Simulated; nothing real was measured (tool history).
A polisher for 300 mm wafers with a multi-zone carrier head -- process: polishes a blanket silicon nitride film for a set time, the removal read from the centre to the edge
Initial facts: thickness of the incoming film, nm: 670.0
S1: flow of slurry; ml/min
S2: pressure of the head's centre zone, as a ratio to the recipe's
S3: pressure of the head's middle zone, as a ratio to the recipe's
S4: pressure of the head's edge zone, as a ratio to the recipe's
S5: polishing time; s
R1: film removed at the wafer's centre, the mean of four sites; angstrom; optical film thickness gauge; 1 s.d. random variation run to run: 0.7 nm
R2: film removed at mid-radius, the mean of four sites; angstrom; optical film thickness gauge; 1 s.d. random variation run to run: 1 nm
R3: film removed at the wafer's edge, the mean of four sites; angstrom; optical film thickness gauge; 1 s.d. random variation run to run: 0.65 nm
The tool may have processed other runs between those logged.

| run | hour | S1 | S2 | S3 | S4 | S5 | R1 | R2 | R3 |
|---|---|---|---|---|---|---|---|---|---|
| 1 | 0 | 205 | 1 | 1 | 1 | 55 | 1294.8 | 1269.4 | 1281.2 |
| 2 | 5.6 | 205 | 1 | 1.04 | 1 | 55 | 1277.1 | 1305.9 | 1275.3 |
| 3 | 7.7 | 205 | 1 | 1.02 | 0.97 | 51 | 1159.3 | 1185 | 1159.4 |
| 4 | 10.5 | 205 | 1 | 1.02 | 0.91 | 51 | 1175.4 | 1149.9 | 1145 |
| 5 | 13.3 | 205 | 1.01 | 1.02 | 0.9 | 48 | 1115.9 | 1118.6 | 1064.9 |
| 6 | 21 | 205 | 1.02 | 1 | 0.89 | 46 | 1074.6 | 1055.9 | 1012.7 |
| 7 | 21.9 | 200 | 1.03 | 0.98 | 0.88 | 44 | 1045.9 | 974.49 | 954 |
| 8 | 30.3 | 200 | 1.03 | 0.98 | 0.88 | 44 | 1054.4 | 978.85 | 971.5 |

Estimate the outcome of run 9 from the log above:
| 9 | 32.9 | 195 | 1.03 | 0.98 | 0.87 | 42 | ? | ? | ? |

R1: 997.44 angstrom
R2: 951.29 angstrom
R3: 914.87 angstrom
